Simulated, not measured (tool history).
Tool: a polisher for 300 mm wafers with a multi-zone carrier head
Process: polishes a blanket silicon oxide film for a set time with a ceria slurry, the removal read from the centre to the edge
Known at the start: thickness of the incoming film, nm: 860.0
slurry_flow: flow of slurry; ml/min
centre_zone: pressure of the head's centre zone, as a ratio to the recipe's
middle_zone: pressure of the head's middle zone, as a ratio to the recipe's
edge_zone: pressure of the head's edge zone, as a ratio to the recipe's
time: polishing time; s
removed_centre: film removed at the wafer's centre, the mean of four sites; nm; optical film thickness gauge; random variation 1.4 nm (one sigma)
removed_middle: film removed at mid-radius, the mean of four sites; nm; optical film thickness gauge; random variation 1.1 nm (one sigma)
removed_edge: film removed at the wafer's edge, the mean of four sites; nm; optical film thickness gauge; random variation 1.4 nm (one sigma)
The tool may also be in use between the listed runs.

run,hour,slurry_flow,centre_zone,middle_zone,edge_zone,time,removed_centre,removed_middle,removed_edge
1,0.0,180,1.00,1.00,1.00,48,181.85,179.30,179.62
2,8.7,180,1.00,1.07,1.00,48,178.66,189.31,182.16
3,10.4,175,0.97,1.03,0.96,43,157.77,161.62,158.21
4,15.9,175,0.97,1.03,0.88,43,156.79,162.38,150.88
5,21.6,170,0.94,1.01,0.86,40,143.16,146.63,140.21
6,26.6,165,0.93,1.01,0.85,38,131.98,138.78,134.54
7,29.6,165,0.93,1.01,0.84,36,122.99,129.57,127.19

Forecast run 8:
8,35.9,160,0.94,1.01,0.83,35,?,?,?

{"run 8": {"removed_centre": 120.51, "removed_middle": 127.77, "removed_edge": 120.59}}
